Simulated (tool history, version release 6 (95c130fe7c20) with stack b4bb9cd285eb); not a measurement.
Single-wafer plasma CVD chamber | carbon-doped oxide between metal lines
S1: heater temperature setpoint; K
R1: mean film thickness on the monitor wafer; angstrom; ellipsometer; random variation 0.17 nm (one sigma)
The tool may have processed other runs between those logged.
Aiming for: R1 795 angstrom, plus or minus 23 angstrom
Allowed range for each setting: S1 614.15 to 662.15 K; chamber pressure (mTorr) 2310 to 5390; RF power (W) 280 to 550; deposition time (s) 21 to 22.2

run 1 day=0 | S1=638.15 chamber_pressure_(mTorr)=3850 RF_power_(W)=415 deposition_time_(s)=22.2 | R1=899.32
run 2 day=0.204 | S1=638.15 chamber_pressure_(mTorr)=3850 RF_power_(W)=450 deposition_time_(s)=22.2 | R1=942.39
run 3 day=0.246 | S1=638.15 chamber_pressure_(mTorr)=3820 RF_power_(W)=440 deposition_time_(s)=22.1 | R1=921.97
run 4 day=0.429 | S1=638.15 chamber_pressure_(mTorr)=4340 RF_power_(W)=440 deposition_time_(s)=22.1 | R1=940.39
run 5 day=0.667 | S1=638.15 chamber_pressure_(mTorr)=4310 RF_power_(W)=430 deposition_time_(s)=22 | R1=921.02
run 6 day=0.933 | S1=638.15 chamber_pressure_(mTorr)=3940 RF_power_(W)=430 deposition_time_(s)=22 | R1=913.8
run 7 day=1.025 | S1=638.15 chamber_pressure_(mTorr)=3920 RF_power_(W)=420 deposition_time_(s)=21.9 | R1=892.39
run 8 day=1.304 | S1=638.15 chamber_pressure_(mTorr)=3890 RF_power_(W)=415 deposition_time_(s)=21.8 | R1=883.3
run 9 day=1.4 | S1=638.15 chamber_pressure_(mTorr)=3870 RF_power_(W)=410 deposition_time_(s)=21.8 | R1=878.65
run 10 day=1.6 | S1=638.15 chamber_pressure_(mTorr)=3870 RF_power_(W)=410 deposition_time_(s)=21.8 | R1=876.13

4 next moves are on the table. One of them brings every result within its allowed miss. Which?
run A day=1.8 | S1=639.15 chamber_pressure_(mTorr)=3710 RF_power_(W)=380 deposition_time_(s)=21 | R1=?
run B day=1.8 | S1=628.15 chamber_pressure_(mTorr)=3310 RF_power_(W)=445 deposition_time_(s)=22.2 | R1=?
run C day=1.8 | S1=642.15 chamber_pressure_(mTorr)=2870 RF_power_(W)=350 deposition_time_(s)=21 | R1=?
run D day=1.8 | S1=640.15 chamber_pressure_(mTorr)=3930 RF_power_(W)=430 deposition_time_(s)=22.2 | R1=?

move=A R1=801.23
move=B R1=937.84
move=C R1=742.45
move=D R1=911.39
A: every result within its allowed miss
B: its largest miss is bigger than the last run's
C: moves the result that the last run missed by most past its target, out the other side
D: its largest miss is bigger than the last run's
Move A is the one to make.
